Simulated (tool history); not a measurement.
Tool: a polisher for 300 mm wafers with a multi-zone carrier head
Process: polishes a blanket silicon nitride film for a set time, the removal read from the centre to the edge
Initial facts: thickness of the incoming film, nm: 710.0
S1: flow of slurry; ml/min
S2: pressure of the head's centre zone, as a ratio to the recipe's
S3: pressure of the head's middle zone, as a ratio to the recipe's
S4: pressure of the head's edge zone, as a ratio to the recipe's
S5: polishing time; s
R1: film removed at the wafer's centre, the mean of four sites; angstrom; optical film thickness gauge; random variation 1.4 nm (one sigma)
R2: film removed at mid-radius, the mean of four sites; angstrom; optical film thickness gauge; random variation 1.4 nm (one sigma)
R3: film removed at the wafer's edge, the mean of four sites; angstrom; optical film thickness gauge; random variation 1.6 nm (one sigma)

run  hour   S1    S2    S3    S4  S5      R1      R2      R3
  1     0  180     1     1     1  33  767.71  804.98  789.67
  2     2  180     1     1  1.08  33  783.02  789.98  828.91
  3   9.9  180     1  0.93  1.08  33  771.98  733.52  814.71
  4  14.4  180     1  0.93  1.08  26  585.69  594.94  667.63
  5  16.7  180     1  0.93  1.12  26  613.89  588.21  660.72
  6  24.6  180  1.03  0.93  1.12  26   624.3  576.16  662.12

Run 7 has not been measured yet. What should we expect?
  7    29  185   1  0.94  1.13  30   ?   ?   ?

R1: 706.52 angstrom
R2: 708.94 angstrom
R3: 763.11 angstrom
